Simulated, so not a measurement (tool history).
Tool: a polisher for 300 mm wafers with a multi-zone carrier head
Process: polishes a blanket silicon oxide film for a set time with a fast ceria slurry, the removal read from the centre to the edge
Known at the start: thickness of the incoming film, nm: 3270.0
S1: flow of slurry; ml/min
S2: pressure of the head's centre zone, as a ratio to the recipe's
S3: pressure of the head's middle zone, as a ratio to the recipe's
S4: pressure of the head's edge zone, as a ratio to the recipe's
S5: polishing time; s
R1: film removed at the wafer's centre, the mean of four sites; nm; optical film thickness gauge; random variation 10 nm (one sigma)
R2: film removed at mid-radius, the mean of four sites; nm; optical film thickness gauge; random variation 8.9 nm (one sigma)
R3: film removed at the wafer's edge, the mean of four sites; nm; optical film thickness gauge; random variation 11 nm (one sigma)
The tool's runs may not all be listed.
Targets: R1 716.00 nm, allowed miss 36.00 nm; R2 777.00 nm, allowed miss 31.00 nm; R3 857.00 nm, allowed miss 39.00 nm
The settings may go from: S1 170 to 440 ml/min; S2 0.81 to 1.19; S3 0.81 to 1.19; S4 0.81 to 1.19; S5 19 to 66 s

run	hour	S1	S2	S3	S4	S5	R1	R2	R3
1	0.0	280	1.00	1.00	1.00	42	1203.00	1244.10	1187.60
2	6.3	280	1.00	1.00	1.06	42	1225.20	1217.60	1233.40
3	9.7	275	0.98	0.98	1.06	40	1145.20	1146.40	1183.40
4	12.7	275	0.98	0.98	1.06	33	930.02	930.32	970.08
5	18.4	275	0.96	0.97	1.05	32	874.37	902.46	918.38
6	20.1	210	0.96	0.97	1.05	32	863.35	900.84	914.85
7	23.4	210	0.95	0.96	1.05	32	831.63	878.80	910.29
8	28.4	210	0.94	0.95	1.05	32	863.19	862.23	902.11
9	35.9	210	0.94	0.95	1.05	32	827.71	854.40	884.28
10	43.3	210	0.93	0.95	1.06	32	843.72	859.08	900.33
11	50.5	205	0.91	0.95	1.07	32	794.26	866.55	921.83
12	53.0	205	0.90	0.94	1.07	32	817.33	866.27	929.07
13	61.6	205	0.89	0.93	1.07	32	796.33	846.25	903.90
14	67.0	205	0.88	0.92	1.07	32	778.25	832.13	926.57
15	72.5	205	0.88	0.92	1.06	32	767.94	860.92	922.93
16	77.7	205	0.88	0.91	1.06	32	791.44	824.69	904.45
17	85.1	205	0.88	0.91	1.06	32	778.65	833.34	920.31
18	86.8	205	0.88	0.91	1.05	32	768.51	838.51	919.70
19	95.0	200	0.88	0.90	1.03	31	755.06	797.81	877.76

5 next moves are on the table. One of them brings every result within its allowed miss. Which?
A	103.2	220	0.91	0.81	1.09	31	?	?	?
B	103.2	220	1.06	0.88	1.00	27	?	?	?
C	103.2	200	0.85	0.86	0.94	35	?	?	?
D	103.2	215	0.86	0.83	1.09	32	?	?	?
E	103.2	225	0.82	0.87	1.00	31	?	?	?

move	R1	R2	R3
A	798.50	753.21	926.30
B	797.85	701.78	773.55
C	835.80	881.15	964.74
D	781.24	790.75	953.61
E	731.06	801.57	890.34
A: further off than the last run
B: further off than the last run
C: further off than the last run
D: further off than the last run
E: meets every target
The right move is E.

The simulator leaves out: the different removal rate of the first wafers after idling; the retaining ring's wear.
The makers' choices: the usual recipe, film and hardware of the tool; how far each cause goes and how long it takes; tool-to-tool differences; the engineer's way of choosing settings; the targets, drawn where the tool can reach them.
